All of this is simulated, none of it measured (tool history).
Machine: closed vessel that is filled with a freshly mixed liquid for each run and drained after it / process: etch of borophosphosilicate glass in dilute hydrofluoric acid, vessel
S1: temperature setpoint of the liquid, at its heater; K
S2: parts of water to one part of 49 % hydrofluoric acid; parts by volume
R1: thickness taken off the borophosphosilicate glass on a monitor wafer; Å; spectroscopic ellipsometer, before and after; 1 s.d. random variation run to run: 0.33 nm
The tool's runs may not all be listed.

{"run": 1, "hour": 0.0, "S1": 295.15, "S2": 100, "time in the liquid (s)": 90, "R1": 225.59}
{"run": 2, "hour": 7.5, "S1": 296.15, "S2": 95, "time in the liquid (s)": 90, "R1": 252.64}
{"run": 3, "hour": 12.8, "S1": 297.15, "S2": 90, "time in the liquid (s)": 90, "R1": 274.39}
{"run": 4, "hour": 18.9, "S1": 297.15, "S2": 65, "time in the liquid (s)": 90, "R1": 394.26}
{"run": 5, "hour": 22.7, "S1": 297.15, "S2": 35, "time in the liquid (s)": 90, "R1": 755.4}
{"run": 6, "hour": 23.4, "S1": 296.15, "S2": 40, "time in the liquid (s)": 90, "R1": 637.69}
{"run": 7, "hour": 30.9, "S1": 295.65, "S2": 40, "time in the liquid (s)": 90, "R1": 615.65}
{"run": 8, "hour": 37.6, "S1": 295.15, "S2": 40, "time in the liquid (s)": 90, "R1": 605.41}
{"run": 9, "hour": 43.8, "S1": 294.65, "S2": 40, "time in the liquid (s)": 90, "R1": 594.41}
{"run": 10, "hour": 50.8, "S1": 294.15, "S2": 40, "time in the liquid (s)": 90, "R1": 584.55}
{"run": 11, "hour": 51.3, "S1": 293.65, "S2": 40, "time in the liquid (s)": 90, "R1": 569.29}
{"run": 12, "hour": 55.6, "S1": 293.15, "S2": 40, "time in the liquid (s)": 90, "R1": 554.49}
{"run": 13, "hour": 61.4, "S1": 292.65, "S2": 40, "time in the liquid (s)": 90, "R1": 537.09}

What does the tool deliver on the next run?
{"run": 14, "hour": 69.2, "S1": 292.15, "S2": 40, "time in the liquid (s)": 90, "R1": "?"}

For run 14 the tool returned R1 531.40 Å.
